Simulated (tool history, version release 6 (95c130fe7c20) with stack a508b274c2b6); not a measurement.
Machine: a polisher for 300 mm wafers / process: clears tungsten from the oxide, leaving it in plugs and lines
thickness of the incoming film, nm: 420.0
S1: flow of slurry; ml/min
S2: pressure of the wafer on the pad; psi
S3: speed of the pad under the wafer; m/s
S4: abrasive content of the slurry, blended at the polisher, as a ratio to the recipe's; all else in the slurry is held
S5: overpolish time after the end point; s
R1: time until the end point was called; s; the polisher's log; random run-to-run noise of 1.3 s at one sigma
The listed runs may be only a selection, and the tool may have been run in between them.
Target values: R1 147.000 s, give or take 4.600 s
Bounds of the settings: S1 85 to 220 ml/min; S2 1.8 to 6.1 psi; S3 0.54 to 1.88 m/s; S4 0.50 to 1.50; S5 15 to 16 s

run	day	S1	S2	S3	S4	S5	R1
1	0.000	140	3.9	1.20	1.00	15	68.996
2	0.146	140	3.9	1.20	0.80	15	71.177
3	0.446	140	3.9	1.44	0.80	15	59.455
4	0.525	140	3.9	1.44	0.80	15	59.754
5	0.638	140	3.9	1.44	0.80	16	59.254
6	0.708	140	3.9	1.44	0.80	16	59.703
7	0.904	135	3.3	1.32	0.80	16	78.014
8	1.017	130	2.9	1.26	0.80	16	92.937
9	1.054	125	2.6	1.22	0.80	16	107.170
10	1.396	120	2.4	1.22	0.80	16	115.750
11	1.425	115	2.2	1.22	0.80	16	125.780
12	1.629	110	2.1	1.22	0.80	16	132.020
13	1.888	105	2.1	1.22	0.80	16	135.610
14	2.125	100	2.1	1.22	0.80	16	135.920
15	2.171	95	2.1	1.22	0.80	16	138.300

Of the 5 settings listed for the next run, only one would bring every result within its allowed miss of target. Which one?
A	2.217	95	2.2	1.32	0.65	16	?
B	2.217	105	2.0	1.20	1.00	16	?
C	2.217	120	2.4	0.96	0.80	15	?
D	2.217	90	2.4	1.10	0.80	15	?
E	2.217	85	2.3	1.28	0.75	15	?

move	R1
A	125.800
B	136.160
C	144.700
D	134.580
E	124.080
A: lands further from the targets than the last run did
B: lands further from the targets than the last run did
C: every result lands within tolerance
D: lands further from the targets than the last run did
E: lands further from the targets than the last run did
Answer: C
